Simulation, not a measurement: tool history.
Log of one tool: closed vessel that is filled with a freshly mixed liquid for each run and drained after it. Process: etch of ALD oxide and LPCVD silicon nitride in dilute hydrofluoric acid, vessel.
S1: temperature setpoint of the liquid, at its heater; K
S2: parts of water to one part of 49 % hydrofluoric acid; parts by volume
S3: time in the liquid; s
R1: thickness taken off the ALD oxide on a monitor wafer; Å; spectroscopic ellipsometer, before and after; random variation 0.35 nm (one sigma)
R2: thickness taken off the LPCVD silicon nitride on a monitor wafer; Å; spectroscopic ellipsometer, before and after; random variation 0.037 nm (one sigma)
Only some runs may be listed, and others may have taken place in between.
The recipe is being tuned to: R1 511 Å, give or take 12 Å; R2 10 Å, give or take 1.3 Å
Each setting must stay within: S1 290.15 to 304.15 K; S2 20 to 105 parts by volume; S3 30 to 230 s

Run 1, hour 0: S1 296.15 K, S2 55 parts by volume, S3 120 s. Result: R1 416.79 Å, R2 9.7087 Å.
Run 2, hour 2: S1 294.65 K, S2 55 parts by volume, S3 120 s. Result: R1 389.51 Å, R2 8.9044 Å.
Run 3, hour 6.1: S1 294.65 K, S2 55 parts by volume, S3 90 s. Result: R1 291.28 Å, R2 6.5215 Å.
Run 4, hour 12.8: S1 295.65 K, S2 50 parts by volume, S3 90 s. Result: R1 338.85 Å, R2 7.0356 Å.
Run 5, hour 16.2: S1 297.15 K, S2 50 parts by volume, S3 90 s. Result: R1 357.41 Å, R2 8.3657 Å.
Run 6, hour 18.1: S1 298.15 K, S2 50 parts by volume, S3 90 s. Result: R1 374.63 Å, R2 8.5053 Å.
Run 7, hour 27: S1 298.65 K, S2 50 parts by volume, S3 90 s. Result: R1 384.17 Å, R2 9.4247 Å.
Run 8, hour 31.5: S1 298.65 K, S2 45 parts by volume, S3 90 s. Result: R1 427.51 Å, R2 9.9538 Å.
Run 9, hour 37.5: S1 299.15 K, S2 40 parts by volume, S3 85 s. Result: R1 465.79 Å, R2 11.776 Å.
Run 10, hour 44.4: S1 298.65 K, S2 40 parts by volume, S3 85 s. Result: R1 454.1 Å, R2 10.411 Å.

Which of these 4 next moves meets every target?
Run A, hour 51.3: S1 291.65 K, S2 20 parts by volume, S3 65 s. Result: R1 ?, R2 ?.
Run B, hour 51.3: S1 293.65 K, S2 35 parts by volume, S3 95 s. Result: R1 ?, R2 ?.
Run C, hour 51.3: S1 299.65 K, S2 50 parts by volume, S3 85 s. Result: R1 ?, R2 ?.
Run D, hour 51.3: S1 294.65 K, S2 20 parts by volume, S3 55 s. Result: R1 ?, R2 ?.

move      R1      R2
   A  535.46  10.226
   B  479.08  10.068
   C   377.5  9.5658
   D  516.18  10.689
A: moves the result that the last run missed by most past its target, out the other side
B: closer than the last run, but not yet in spec
C: moves away from the targets compared with the last run
D: all results in spec
D meets every target.

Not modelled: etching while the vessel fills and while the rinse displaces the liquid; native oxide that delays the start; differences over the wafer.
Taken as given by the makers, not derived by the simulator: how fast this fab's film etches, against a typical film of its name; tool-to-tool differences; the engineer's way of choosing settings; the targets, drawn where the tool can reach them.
